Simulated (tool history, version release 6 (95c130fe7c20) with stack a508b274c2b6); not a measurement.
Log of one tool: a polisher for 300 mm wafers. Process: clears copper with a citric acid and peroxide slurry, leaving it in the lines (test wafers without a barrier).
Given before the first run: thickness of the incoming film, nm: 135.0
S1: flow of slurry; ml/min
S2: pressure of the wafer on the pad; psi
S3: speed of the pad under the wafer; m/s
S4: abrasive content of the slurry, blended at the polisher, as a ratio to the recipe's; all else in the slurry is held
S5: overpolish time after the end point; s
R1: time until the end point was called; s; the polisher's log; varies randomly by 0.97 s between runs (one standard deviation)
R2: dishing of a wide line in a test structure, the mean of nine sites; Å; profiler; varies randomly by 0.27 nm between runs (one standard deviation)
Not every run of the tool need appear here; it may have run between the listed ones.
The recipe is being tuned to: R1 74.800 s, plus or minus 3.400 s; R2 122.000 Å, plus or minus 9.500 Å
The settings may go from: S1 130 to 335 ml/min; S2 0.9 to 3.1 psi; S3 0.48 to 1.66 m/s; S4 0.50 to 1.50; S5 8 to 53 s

{"run": 1, "hour": 0.0, "S1": 215, "S2": 2.0, "S3": 1.06, "S4": 1.0, "S5": 27, "R1": 70.261, "R2": 380.36}
{"run": 2, "hour": 2.9, "S1": 215, "S2": 1.8, "S3": 1.12, "S4": 1.0, "S5": 24, "R1": 74.084, "R2": 340.4}
{"run": 3, "hour": 6.0, "S1": 215, "S2": 2.1, "S3": 1.12, "S4": 1.0, "S5": 24, "R1": 62.177, "R2": 374.78}
{"run": 4, "hour": 9.8, "S1": 215, "S2": 1.7, "S3": 1.12, "S4": 1.0, "S5": 24, "R1": 74.637, "R2": 322.17}
{"run": 5, "hour": 15.7, "S1": 215, "S2": 1.7, "S3": 1.12, "S4": 1.0, "S5": 35, "R1": 77.157, "R2": 436.5}
{"run": 6, "hour": 16.7, "S1": 205, "S2": 1.6, "S3": 1.18, "S4": 0.95, "S5": 31, "R1": 80.12, "R2": 379.15}
{"run": 7, "hour": 18.8, "S1": 215, "S2": 1.5, "S3": 1.2, "S4": 1.0, "S5": 27, "R1": 80.465, "R2": 332.04}
{"run": 8, "hour": 22.1, "S1": 235, "S2": 1.4, "S3": 1.2, "S4": 1.1, "S5": 24, "R1": 82.741, "R2": 293.66}
{"run": 9, "hour": 26.6, "S1": 250, "S2": 1.3, "S3": 1.22, "S4": 1.15, "S5": 22, "R1": 86.797, "R2": 265.93}
{"run": 10, "hour": 35.4, "S1": 265, "S2": 1.2, "S3": 1.26, "S4": 1.2, "S5": 20, "R1": 90.487, "R2": 232.28}
{"run": 11, "hour": 42.4, "S1": 275, "S2": 1.2, "S3": 1.32, "S4": 1.25, "S5": 18, "R1": 86.518, "R2": 216.49}
{"run": 12, "hour": 46.9, "S1": 335, "S2": 0.9, "S3": 1.62, "S4": 1.5, "S5": 8, "R1": 85.752, "R2": 103.4}

Consider the 4 candidate settings below. Which is the only one whose results all fall within their allowed miss of target?
{"run": "A", "hour": 51.4, "S1": 335, "S2": 0.9, "S3": 1.38, "S4": 1.4, "S5": 8, "R1": "?", "R2": "?"}
{"run": "B", "hour": 51.4, "S1": 285, "S2": 1.3, "S3": 1.34, "S4": 1.5, "S5": 8, "R1": "?", "R2": "?"}
{"run": "C", "hour": 51.4, "S1": 315, "S2": 1.0, "S3": 1.32, "S4": 1.5, "S5": 8, "R1": "?", "R2": "?"}
{"run": "D", "hour": 51.4, "S1": 320, "S2": 0.9, "S3": 1.42, "S4": 1.5, "S5": 11, "R1": "?", "R2": "?"}

move=A R1=103.870 R2=90.574
move=B R1=75.172 R2=124.050
move=C R1=97.026 R2=96.881
move=D R1=99.903 R2=126.270
A: further off than the last run
B: all results in spec
C: further off than the last run
D: further off than the last run
Go with B: it meets all targets.

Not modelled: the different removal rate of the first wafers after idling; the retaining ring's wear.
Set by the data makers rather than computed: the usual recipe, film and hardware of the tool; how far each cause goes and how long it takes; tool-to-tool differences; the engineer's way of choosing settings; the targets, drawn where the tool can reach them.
